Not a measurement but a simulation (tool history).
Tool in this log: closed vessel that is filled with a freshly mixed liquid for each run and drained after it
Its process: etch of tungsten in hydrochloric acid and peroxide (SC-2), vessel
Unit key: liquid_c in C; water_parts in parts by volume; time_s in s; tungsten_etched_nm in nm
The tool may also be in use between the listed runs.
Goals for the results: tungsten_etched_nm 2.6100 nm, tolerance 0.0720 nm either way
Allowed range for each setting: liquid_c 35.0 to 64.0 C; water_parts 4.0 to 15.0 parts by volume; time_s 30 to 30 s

run,hour,liquid_c,water_parts,time_s,tungsten_etched_nm
1,0.0,48.0,8.5,30,4.4871
2,7.4,48.0,8.5,30,4.4779
3,15.8,51.5,8.5,30,5.6414
4,20.4,54.0,8.5,30,6.6199
5,21.9,51.5,8.5,30,5.6541
6,27.3,49.5,8.5,30,4.9352
7,35.1,48.0,8.5,30,4.4951
8,36.3,46.5,8.5,30,4.0490
9,42.5,45.5,8.5,30,3.7821
10,49.8,44.5,8.5,30,3.5135
11,53.1,43.5,8.5,30,3.2921
12,61.6,43.0,8.5,30,3.1774
13,64.7,42.5,8.5,30,3.0590
14,72.5,42.0,8.5,30,2.9628

Consider the 5 candidate settings below. Which is the only one whose results all fall within their allowed miss of target?
A,80.3,41.0,9.0,30,?
B,80.3,40.0,7.5,30,?
C,80.3,41.5,8.5,30,?
D,80.3,43.0,10.0,30,?
E,80.3,43.0,8.5,30,?

move,tungsten_etched_nm
A,2.6227
B,2.8293
C,2.8461
D,2.7660
E,3.1612
A: each result inside its tolerance
B: moves toward the targets from the last run without getting all of them in spec
C: moves toward the targets from the last run without getting all of them in spec
D: moves toward the targets from the last run without getting all of them in spec
E: lands further from the targets than the last run did
The move that meets every target is A.
